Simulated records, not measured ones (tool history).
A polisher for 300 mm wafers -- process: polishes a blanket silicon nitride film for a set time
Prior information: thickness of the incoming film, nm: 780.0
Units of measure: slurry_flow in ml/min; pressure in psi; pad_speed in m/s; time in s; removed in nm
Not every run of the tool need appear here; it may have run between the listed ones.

run    day  slurry_flow  pressure  pad_speed  time  removed
  1      0          190       4.1        1.1    43   84.494
  2  0.346          190         5        1.1    43   100.37
  3  0.392          190       4.6        1.1    43   92.801
  4  0.633          190       4.3        1.1    43   88.492
  5  0.808          190       4.3        1.1    39   78.464
  6  0.942          220       4.3        1.1    39   79.077
  7  1.092          220       4.1        1.1    39   76.463

Estimate the outcome of run 8 from the log above:
  8  1.308          220       3.9        1.1    39        ?

Logged for run 8: removed 72.826 nm.

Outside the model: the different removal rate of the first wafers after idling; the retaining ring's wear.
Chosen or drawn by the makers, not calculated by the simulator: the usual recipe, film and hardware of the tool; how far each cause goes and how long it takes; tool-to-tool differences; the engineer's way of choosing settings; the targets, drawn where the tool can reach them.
